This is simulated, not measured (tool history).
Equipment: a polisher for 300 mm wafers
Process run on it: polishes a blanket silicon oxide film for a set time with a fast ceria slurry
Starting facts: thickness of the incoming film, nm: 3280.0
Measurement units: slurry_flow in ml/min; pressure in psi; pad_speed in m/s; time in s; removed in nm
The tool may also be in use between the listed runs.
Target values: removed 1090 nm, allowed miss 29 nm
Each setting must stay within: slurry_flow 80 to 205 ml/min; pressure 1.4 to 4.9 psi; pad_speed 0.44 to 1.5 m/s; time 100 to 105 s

{"run": 1, "hour": 0.0, "slurry_flow": 135, "pressure": 3.1, "pad_speed": 0.96, "time": 100, "removed": 1356.2}
{"run": 2, "hour": 2.7, "slurry_flow": 135, "pressure": 3.1, "pad_speed": 1.18, "time": 100, "removed": 1608.2}
{"run": 3, "hour": 10.1, "slurry_flow": 130, "pressure": 3, "pad_speed": 1.18, "time": 100, "removed": 1545.3}
{"run": 4, "hour": 15.6, "slurry_flow": 130, "pressure": 2.2, "pad_speed": 1.18, "time": 100, "removed": 1192.2}
{"run": 5, "hour": 16.6, "slurry_flow": 125, "pressure": 2.2, "pad_speed": 1.18, "time": 100, "removed": 1181}
{"run": 6, "hour": 18.8, "slurry_flow": 125, "pressure": 2.2, "pad_speed": 1.18, "time": 105, "removed": 1242.3}
{"run": 7, "hour": 20.4, "slurry_flow": 120, "pressure": 2.2, "pad_speed": 1.18, "time": 105, "removed": 1242.1}
{"run": 8, "hour": 21.7, "slurry_flow": 105, "pressure": 1.8, "pad_speed": 1.18, "time": 105, "removed": 1013.4}
{"run": 9, "hour": 26.0, "slurry_flow": 110, "pressure": 1.8, "pad_speed": 1.18, "time": 105, "removed": 1032}
{"run": 10, "hour": 27.5, "slurry_flow": 120, "pressure": 1.8, "pad_speed": 1.18, "time": 105, "removed": 1057.4}
{"run": 11, "hour": 30.7, "slurry_flow": 125, "pressure": 1.8, "pad_speed": 1.18, "time": 105, "removed": 1051.9}

5 candidate next runs follow, results not yet known. Just one meets every target within its allowed miss. Identify it.
{"run": "A", "hour": 33.9, "slurry_flow": 155, "pressure": 2.3, "pad_speed": 0.98, "time": 100, "removed": "?"}
{"run": "B", "hour": 33.9, "slurry_flow": 110, "pressure": 2.2, "pad_speed": 1.02, "time": 100, "removed": "?"}
{"run": "C", "hour": 33.9, "slurry_flow": 125, "pressure": 2.1, "pad_speed": 0.96, "time": 101, "removed": "?"}
{"run": "D", "hour": 33.9, "slurry_flow": 125, "pressure": 1.9, "pad_speed": 1.1, "time": 101, "removed": "?"}
{"run": "E", "hour": 33.9, "slurry_flow": 115, "pressure": 1.7, "pad_speed": 1.2, "time": 104, "removed": "?"}

move=A removed=1102.7
move=B removed=1028.4
move=C removed=978.4
move=D removed=1005.6
move=E removed=1000.7
A: in spec on every target
B: the biggest miss grows against the last run
C: the biggest miss grows against the last run
D: the biggest miss grows against the last run
E: the biggest miss grows against the last run
A meets every target.
